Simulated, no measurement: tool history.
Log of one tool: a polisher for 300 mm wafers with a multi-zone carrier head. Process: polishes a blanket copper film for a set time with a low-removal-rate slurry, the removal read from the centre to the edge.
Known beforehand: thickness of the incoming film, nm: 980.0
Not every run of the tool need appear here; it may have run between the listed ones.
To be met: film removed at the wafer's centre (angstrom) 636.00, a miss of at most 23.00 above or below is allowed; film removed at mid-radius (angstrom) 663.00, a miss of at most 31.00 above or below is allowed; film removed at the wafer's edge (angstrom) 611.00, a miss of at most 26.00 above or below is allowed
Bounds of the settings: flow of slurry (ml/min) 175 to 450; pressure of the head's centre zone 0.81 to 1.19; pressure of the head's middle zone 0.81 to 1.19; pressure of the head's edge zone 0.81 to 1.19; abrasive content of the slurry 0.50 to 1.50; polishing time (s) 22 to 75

| run | hour | flow of slurry (ml/min) | pressure of the head's centre zone | pressure of the head's middle zone | pressure of the head's edge zone | abrasive content of the slurry | polishing time (s) | film removed at the wafer's centre (angstrom) | film removed at mid-radius (angstrom) | film removed at the wafer's edge (angstrom) |
|---|---|---|---|---|---|---|---|---|---|---|
| 1 | 0.0 | 290 | 1.00 | 1.00 | 1.00 | 1.00 | 48 | 1072.60 | 1063.40 | 1032.60 |
| 2 | 5.6 | 290 | 0.99 | 1.00 | 0.99 | 0.95 | 46 | 1015.80 | 990.10 | 986.02 |
| 3 | 13.9 | 335 | 0.99 | 1.00 | 0.99 | 0.95 | 46 | 1020.30 | 1025.10 | 994.95 |
| 4 | 20.8 | 335 | 0.99 | 1.00 | 0.99 | 1.10 | 46 | 1041.60 | 1049.80 | 1019.80 |
| 5 | 29.4 | 335 | 0.99 | 1.00 | 0.99 | 1.10 | 34 | 773.63 | 764.80 | 747.84 |
| 6 | 35.7 | 335 | 0.99 | 0.93 | 0.99 | 1.10 | 34 | 781.40 | 742.98 | 752.74 |
| 7 | 42.8 | 335 | 0.98 | 0.94 | 0.97 | 1.05 | 34 | 771.82 | 713.49 | 741.53 |
| 8 | 44.1 | 335 | 0.98 | 0.97 | 0.96 | 1.00 | 33 | 736.21 | 720.57 | 718.03 |
| 9 | 47.7 | 330 | 0.96 | 0.97 | 0.86 | 0.75 | 30 | 622.27 | 614.16 | 595.55 |
| 10 | 49.2 | 330 | 0.96 | 0.98 | 0.86 | 0.75 | 30 | 613.53 | 625.20 | 578.46 |
| 11 | 54.4 | 330 | 0.96 | 0.98 | 0.87 | 0.75 | 30 | 620.33 | 626.34 | 584.40 |
| 12 | 59.4 | 330 | 0.96 | 0.98 | 0.87 | 0.75 | 30 | 628.27 | 618.66 | 594.52 |
| 13 | 64.4 | 330 | 0.96 | 0.99 | 0.87 | 0.75 | 30 | 618.51 | 625.89 | 582.01 |

Exactly one of the 4 candidate moves below puts every result within its allowed miss. Which one?
| A | 69.4 | 325 | 1.07 | 1.06 | 0.81 | 0.65 | 30 | ? | ? | ? |
| B | 69.4 | 375 | 0.89 | 0.94 | 0.81 | 0.80 | 32 | ? | ? | ? |
| C | 69.4 | 355 | 1.01 | 0.98 | 0.91 | 0.70 | 29 | ? | ? | ? |
| D | 69.4 | 355 | 0.96 | 0.89 | 0.91 | 0.70 | 30 | ? | ? | ? |

| move | film removed at the wafer's centre (angstrom) | film removed at mid-radius (angstrom) | film removed at the wafer's edge (angstrom) |
|---|---|---|---|
| A | 671.43 | 632.13 | 561.97 |
| B | 624.02 | 639.47 | 627.72 |
| C | 625.07 | 583.57 | 581.82 |
| D | 613.98 | 557.18 | 602.61 |
A: brings the result that was furthest off to its target, and leaves another outside
B: each result inside its tolerance
C: moves away from the targets compared with the last run
D: moves away from the targets compared with the last run
Go with B: it meets all targets.
